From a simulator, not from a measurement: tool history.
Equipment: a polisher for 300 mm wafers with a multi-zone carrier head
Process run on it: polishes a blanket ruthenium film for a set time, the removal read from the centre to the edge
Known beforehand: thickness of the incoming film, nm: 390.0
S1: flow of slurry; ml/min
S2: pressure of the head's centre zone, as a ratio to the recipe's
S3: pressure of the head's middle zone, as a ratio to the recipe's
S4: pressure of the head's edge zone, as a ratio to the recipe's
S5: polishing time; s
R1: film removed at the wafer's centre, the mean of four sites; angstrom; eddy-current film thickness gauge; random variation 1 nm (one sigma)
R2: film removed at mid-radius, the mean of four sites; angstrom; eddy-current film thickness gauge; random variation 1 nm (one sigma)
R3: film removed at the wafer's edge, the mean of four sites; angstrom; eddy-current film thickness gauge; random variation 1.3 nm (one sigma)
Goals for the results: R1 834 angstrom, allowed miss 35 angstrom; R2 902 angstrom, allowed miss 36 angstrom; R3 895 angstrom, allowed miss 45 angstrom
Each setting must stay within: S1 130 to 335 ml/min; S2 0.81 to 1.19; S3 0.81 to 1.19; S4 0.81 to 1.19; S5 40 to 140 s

run,hour,S1,S2,S3,S4,S5,R1,R2,R3
1,0,215,1,1,1,90,1099.1,1083.9,1075.7
2,4.7,215,1,1,1,107,1320.7,1283.6,1260.5
3,11.5,170,1,1,1,107,1257.4,1235.1,1223.2
4,13.4,170,1,1,1,97,1111.1,1090.5,1129.2
5,19,175,0.99,1,0.98,94,1075.6,1090.3,1087.9
6,25.5,175,0.98,0.99,0.97,91,1054.4,1014.5,1041.5
7,33.4,170,0.96,1,0.96,89,990.36,1008.3,1016.4
8,42.4,170,0.95,1,0.95,88,985.16,1005.7,1003.9
9,43.9,170,0.94,1,0.94,87,934.63,1007.5,998.28

Consider the 4 candidate settings below. Which is the only one whose results all fall within their allowed miss of target?
A,45.4,235,1.01,1.1,0.87,73,?,?,?
B,45.4,155,0.89,0.92,1.09,83,?,?,?
C,45.4,195,1.08,1.03,0.94,80,?,?,?
D,45.4,160,0.91,1.01,0.95,80,?,?,?

move,R1,R2,R3
A,886.03,933.41,837.6
B,817.16,849.69,1008.4
C,1006.5,940.2,932.49
D,812.23,891.86,912.32
A: corrects the largest miss of the last run, while another result sits out of spec
B: moves the result that the last run missed by most past its target, out the other side
C: misses by more than the last run did
D: meets every target
Correct choice: D, which meets every target
